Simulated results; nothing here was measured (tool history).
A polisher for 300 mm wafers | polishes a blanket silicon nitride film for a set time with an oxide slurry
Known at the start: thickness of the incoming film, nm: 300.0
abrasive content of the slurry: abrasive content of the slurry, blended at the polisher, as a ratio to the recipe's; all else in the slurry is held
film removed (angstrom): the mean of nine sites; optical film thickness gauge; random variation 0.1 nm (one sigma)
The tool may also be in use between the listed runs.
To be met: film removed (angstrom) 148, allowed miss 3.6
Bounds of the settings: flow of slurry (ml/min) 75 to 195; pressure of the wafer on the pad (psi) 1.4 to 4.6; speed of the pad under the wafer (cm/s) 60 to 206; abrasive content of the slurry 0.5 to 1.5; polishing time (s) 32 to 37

run,hour,flow of slurry (ml/min),pressure of the wafer on the pad (psi),speed of the pad under the wafer (cm/s),abrasive content of the slurry,polishing time (s),film removed (angstrom)
1,0,125,3,132,1,37,199.32
2,2.4,150,3,132,1,37,203.55
3,9,145,2.8,132,1,37,190.03
4,13.7,145,2.8,132,1,37,191.67
5,21.4,130,2.8,132,1,37,184.41
6,26.6,155,2.8,132,1,37,191.64
7,34.9,155,2.8,132,1,37,191.19
8,39.3,150,2.7,132,1,37,181.65
9,48,145,2.6,132,1,37,177.17
10,53.1,140,2.5,132,1,37,167.27
11,59.4,105,2.4,132,1,37,152.82

Which of these 5 next moves meets every target?
A,65.7,120,2.4,128,0.95,36,?
B,65.7,90,2.7,130,1.05,36,?
C,65.7,95,2.6,144,0.95,35,?
D,65.7,115,2.7,122,1.2,34,?
E,65.7,85,2.7,116,1.25,36,?

move,film removed (angstrom)
A,147.55
B,159.77
C,157.08
D,160.82
E,154.55
A: meets every target
B: further off than the last run
C: further off than the last run
D: further off than the last run
E: further off than the last run
Move A is the one to make.
